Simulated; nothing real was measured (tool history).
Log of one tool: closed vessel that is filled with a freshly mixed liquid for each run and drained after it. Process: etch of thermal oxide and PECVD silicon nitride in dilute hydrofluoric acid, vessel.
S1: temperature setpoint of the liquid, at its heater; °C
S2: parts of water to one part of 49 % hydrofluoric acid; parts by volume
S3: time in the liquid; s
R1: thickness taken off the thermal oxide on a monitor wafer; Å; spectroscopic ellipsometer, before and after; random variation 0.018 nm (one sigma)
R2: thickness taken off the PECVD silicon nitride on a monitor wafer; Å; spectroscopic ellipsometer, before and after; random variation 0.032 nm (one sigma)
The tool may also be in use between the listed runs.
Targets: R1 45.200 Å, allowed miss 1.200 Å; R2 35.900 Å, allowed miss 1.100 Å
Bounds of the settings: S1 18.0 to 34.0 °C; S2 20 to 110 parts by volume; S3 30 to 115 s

run  hour    S1  S2  S3      R1      R2
  1   0.0  26.0  60  60  51.526  36.030
  2   3.4  28.5  60  60  56.809  42.985
  3   4.3  28.5  60  80  75.543  56.862
  4  11.3  28.5  65  80  68.714  52.432
  5  19.8  32.0  65  80  79.041  65.941
  6  22.7  30.0  65  80  73.622  58.373
  7  29.6  29.5  70  80  66.564  52.015
  8  37.8  29.5  75  80  61.625  49.441
  9  45.3  26.5  95  85  44.726  33.990

Which of these 5 next moves meets every target?
  A  52.8  26.5   85   75   ?   ?
  B  52.8  26.0   95   85   ?   ?
  C  52.8  24.0   90   90   ?   ?
  D  52.8  25.0   75   70   ?   ?
  E  52.8  27.0  110  100   ?   ?

move      R1      R2
   A  44.641  33.808
   B  43.811  33.214
   C  45.536  32.539
   D  45.089  32.368
   E  45.376  36.022
A: further off than the last run
B: further off than the last run
C: further off than the last run
D: further off than the last run
E: meets every target
The right move is E.
